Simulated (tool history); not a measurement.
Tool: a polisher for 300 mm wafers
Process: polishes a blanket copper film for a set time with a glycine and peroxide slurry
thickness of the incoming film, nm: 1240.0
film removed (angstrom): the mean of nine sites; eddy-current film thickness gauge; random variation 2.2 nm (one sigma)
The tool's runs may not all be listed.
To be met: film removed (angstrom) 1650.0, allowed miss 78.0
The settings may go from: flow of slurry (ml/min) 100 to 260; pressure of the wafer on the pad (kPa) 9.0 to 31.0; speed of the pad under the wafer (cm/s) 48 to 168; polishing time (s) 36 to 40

| run | day | flow of slurry (ml/min) | pressure of the wafer on the pad (kPa) | speed of the pad under the wafer (cm/s) | polishing time (s) | film removed (angstrom) |
|---|---|---|---|---|---|---|
| 1 | 0.000 | 165 | 20.0 | 108 | 40 | 2463.7 |
| 2 | 0.025 | 165 | 20.0 | 108 | 36 | 2218.9 |
| 3 | 0.246 | 165 | 20.0 | 108 | 40 | 2578.1 |
| 4 | 0.471 | 185 | 20.0 | 108 | 40 | 2509.4 |
| 5 | 0.725 | 185 | 17.2 | 106 | 40 | 2237.9 |
| 6 | 0.871 | 205 | 17.2 | 106 | 40 | 2195.4 |
| 7 | 1.021 | 205 | 15.2 | 104 | 40 | 1979.9 |
| 8 | 1.275 | 200 | 10.3 | 102 | 40 | 1429.0 |
| 9 | 1.529 | 205 | 11.0 | 102 | 40 | 1514.6 |

Which of these 5 next moves meets every target?
| A | 1.783 | 220 | 11.0 | 110 | 40 | ? |
| B | 1.783 | 210 | 10.3 | 104 | 38 | ? |
| C | 1.783 | 205 | 11.0 | 100 | 40 | ? |
| D | 1.783 | 155 | 11.0 | 118 | 36 | ? |
| E | 1.783 | 210 | 11.0 | 94 | 40 | ? |

| move | film removed (angstrom) |
|---|---|
| A | 1656.8 |
| B | 1432.3 |
| C | 1531.2 |
| D | 1500.7 |
| E | 1468.5 |
A: meets every target
B: further off than the last run
C: nearer than the last run, and not there yet
D: further off than the last run
E: further off than the last run
Move A is the one to make.

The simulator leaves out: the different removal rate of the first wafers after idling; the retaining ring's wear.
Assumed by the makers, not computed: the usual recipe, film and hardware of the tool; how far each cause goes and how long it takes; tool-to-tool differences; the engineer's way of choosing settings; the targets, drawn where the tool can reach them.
